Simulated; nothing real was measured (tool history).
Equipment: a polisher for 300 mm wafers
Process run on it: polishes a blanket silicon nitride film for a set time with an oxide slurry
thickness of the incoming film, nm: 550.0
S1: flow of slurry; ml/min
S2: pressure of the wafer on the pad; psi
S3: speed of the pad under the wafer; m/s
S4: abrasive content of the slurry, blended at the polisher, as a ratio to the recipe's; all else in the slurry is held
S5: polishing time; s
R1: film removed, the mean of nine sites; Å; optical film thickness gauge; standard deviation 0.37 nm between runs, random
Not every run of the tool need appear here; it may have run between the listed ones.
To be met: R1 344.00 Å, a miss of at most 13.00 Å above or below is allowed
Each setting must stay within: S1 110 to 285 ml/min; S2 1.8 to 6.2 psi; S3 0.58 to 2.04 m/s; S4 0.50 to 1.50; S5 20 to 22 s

Run 1, hour 0.0: S1 180 ml/min, S2 4.0 psi, S3 1.30 m/s, S4 1.00, S5 22 s. Result: R1 211.11 Å.
Run 2, hour 3.1: S1 180 ml/min, S2 4.2 psi, S3 1.30 m/s, S4 1.00, S5 22 s. Result: R1 219.13 Å.
Run 3, hour 4.7: S1 180 ml/min, S2 4.4 psi, S3 1.30 m/s, S4 1.00, S5 22 s. Result: R1 230.31 Å.
Run 4, hour 6.5: S1 180 ml/min, S2 4.6 psi, S3 1.30 m/s, S4 1.00, S5 22 s. Result: R1 240.04 Å.
Run 5, hour 9.3: S1 180 ml/min, S2 4.8 psi, S3 1.30 m/s, S4 1.00, S5 22 s. Result: R1 252.76 Å.
Run 6, hour 14.9: S1 180 ml/min, S2 4.8 psi, S3 1.30 m/s, S4 1.00, S5 20 s. Result: R1 225.60 Å.
Run 7, hour 18.0: S1 180 ml/min, S2 5.0 psi, S3 1.32 m/s, S4 1.00, S5 20 s. Result: R1 240.07 Å.
Run 8, hour 22.4: S1 180 ml/min, S2 5.2 psi, S3 1.34 m/s, S4 1.00, S5 20 s. Result: R1 251.39 Å.
Run 9, hour 26.1: S1 180 ml/min, S2 5.3 psi, S3 1.36 m/s, S4 1.00, S5 20 s. Result: R1 256.17 Å.
Run 10, hour 31.2: S1 195 ml/min, S2 6.2 psi, S3 1.50 m/s, S4 1.00, S5 20 s. Result: R1 330.98 Å.

Exactly one of the 5 candidate moves below puts every result within its allowed miss. Which one?
Run A, hour 36.3: S1 205 ml/min, S2 5.5 psi, S3 1.42 m/s, S4 1.15, S5 20 s. Result: R1 ?.
Run B, hour 36.3: S1 200 ml/min, S2 5.9 psi, S3 1.36 m/s, S4 1.20, S5 21 s. Result: R1 ?.
Run C, hour 36.3: S1 180 ml/min, S2 5.8 psi, S3 1.48 m/s, S4 1.05, S5 20 s. Result: R1 ?.
Run D, hour 36.3: S1 175 ml/min, S2 4.9 psi, S3 1.82 m/s, S4 0.95, S5 21 s. Result: R1 ?.
Run E, hour 36.3: S1 185 ml/min, S2 5.7 psi, S3 1.40 m/s, S4 1.10, S5 20 s. Result: R1 ?.

move      R1
   A  305.81
   B  337.89
   C  309.06
   D  305.03
   E  300.52
A: misses by more than the last run did
B: hits every target within its allowed miss
C: misses by more than the last run did
D: misses by more than the last run did
E: misses by more than the last run did
Answer: B
